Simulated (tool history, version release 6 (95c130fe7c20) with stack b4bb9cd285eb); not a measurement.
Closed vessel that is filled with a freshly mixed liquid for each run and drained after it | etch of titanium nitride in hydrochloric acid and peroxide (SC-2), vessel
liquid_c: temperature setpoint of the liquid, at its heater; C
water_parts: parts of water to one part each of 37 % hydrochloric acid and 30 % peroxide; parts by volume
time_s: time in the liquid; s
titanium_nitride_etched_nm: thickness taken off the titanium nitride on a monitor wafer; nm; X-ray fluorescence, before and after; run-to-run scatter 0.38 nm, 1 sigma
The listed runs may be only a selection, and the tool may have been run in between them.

run 1 hour=0.0 | liquid_c=58.0 water_parts=11 time_s=635 | titanium_nitride_etched_nm=44.056
run 2 hour=1.1 | liquid_c=58.5 water_parts=11 time_s=635 | titanium_nitride_etched_nm=45.703
run 3 hour=8.2 | liquid_c=59.0 water_parts=11 time_s=635 | titanium_nitride_etched_nm=47.622
run 4 hour=13.6 | liquid_c=59.0 water_parts=13 time_s=635 | titanium_nitride_etched_nm=41.036
run 5 hour=17.4 | liquid_c=59.5 water_parts=13 time_s=635 | titanium_nitride_etched_nm=41.956
run 6 hour=22.4 | liquid_c=60.0 water_parts=13 time_s=635 | titanium_nitride_etched_nm=43.203

Forecast run 7:
run 7 hour=28.3 | liquid_c=60.5 water_parts=13 time_s=635 | titanium_nitride_etched_nm=?

{"run 7": {"titanium_nitride_etched_nm": 45.174}}
